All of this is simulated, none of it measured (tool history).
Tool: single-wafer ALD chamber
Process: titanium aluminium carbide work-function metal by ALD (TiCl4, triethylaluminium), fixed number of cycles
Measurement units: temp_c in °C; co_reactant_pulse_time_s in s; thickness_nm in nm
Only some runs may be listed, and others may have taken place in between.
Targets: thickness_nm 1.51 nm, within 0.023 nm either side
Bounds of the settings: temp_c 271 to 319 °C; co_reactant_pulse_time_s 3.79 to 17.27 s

run,hour,temp_c,co_reactant_pulse_time_s,thickness_nm
1,0,295,10.53,1.9029
2,2.3,287,10.53,1.8368
3,8.7,283,8.93,1.7449
4,16.7,280,7.72,1.6286
5,21,278,7.48,1.5792
6,22.6,277,7.45,1.5667
7,26.6,276,7.43,1.5536
8,33.6,275,7.41,1.5483
9,38.4,271,6.49,1.3887
10,45.8,272,6.51,1.392
11,50.5,273,6.53,1.4093
12,52.6,274,6.55,1.4209
13,55,276,6.57,1.4344
14,56.1,278,6.62,1.4644
15,64.8,279,6.65,1.4766
16,66.8,280,6.67,1.4754

Next run, 4 choices. One meets every target within its allowed miss, the rest don't. Which?
A,68.8,274,7.68,?
B,68.8,284,6.62,?
C,68.8,279,7.22,?
D,68.8,279,6.27,?

move,thickness_nm
A,1.5686
B,1.4958
C,1.5532
D,1.3914
A: the result that was furthest off in the last run now lies on the other side of its target
B: hits every target within its allowed miss
C: the result that was furthest off in the last run now lies on the other side of its target
D: moves away from the targets compared with the last run
The right move is B.
